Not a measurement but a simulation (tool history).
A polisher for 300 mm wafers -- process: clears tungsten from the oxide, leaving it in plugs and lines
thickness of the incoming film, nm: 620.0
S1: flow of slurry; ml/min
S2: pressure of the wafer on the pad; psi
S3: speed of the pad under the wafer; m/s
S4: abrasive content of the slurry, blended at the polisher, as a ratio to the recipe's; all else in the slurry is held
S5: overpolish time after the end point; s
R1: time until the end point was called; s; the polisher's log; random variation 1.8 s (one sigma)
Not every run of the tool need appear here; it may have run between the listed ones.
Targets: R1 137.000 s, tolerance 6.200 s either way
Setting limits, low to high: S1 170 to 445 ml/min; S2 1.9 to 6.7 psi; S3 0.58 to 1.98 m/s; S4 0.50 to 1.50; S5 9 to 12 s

run	day	S1	S2	S3	S4	S5	R1
1	0.000	285	4.3	1.28	1.00	12	96.750
2	0.150	285	4.3	1.28	1.10	12	93.145
3	0.175	285	3.9	1.28	1.10	12	101.710
4	0.504	285	3.9	1.56	1.10	12	83.026
5	0.817	285	3.4	1.54	1.10	12	96.279
6	1.138	285	3.1	1.54	1.10	12	101.270
7	1.362	285	2.8	1.52	1.10	12	108.870
8	1.471	285	2.6	1.50	1.10	12	117.360
9	1.638	285	2.4	1.50	1.10	12	127.000
10	1.996	285	2.3	1.50	1.10	12	129.360

Exactly one of the 4 candidate moves below puts every result within its allowed miss. Which one?
A	2.354	305	2.5	1.44	1.35	12	?
B	2.354	275	2.8	1.38	1.20	9	?
C	2.354	205	2.1	1.78	1.00	10	?
D	2.354	270	2.2	1.46	1.10	9	?

move	R1
A	123.420
B	123.050
C	126.890
D	141.150
A: lands further from the targets than the last run did
B: lands further from the targets than the last run did
C: lands further from the targets than the last run did
D: in spec on every target
D meets every target.

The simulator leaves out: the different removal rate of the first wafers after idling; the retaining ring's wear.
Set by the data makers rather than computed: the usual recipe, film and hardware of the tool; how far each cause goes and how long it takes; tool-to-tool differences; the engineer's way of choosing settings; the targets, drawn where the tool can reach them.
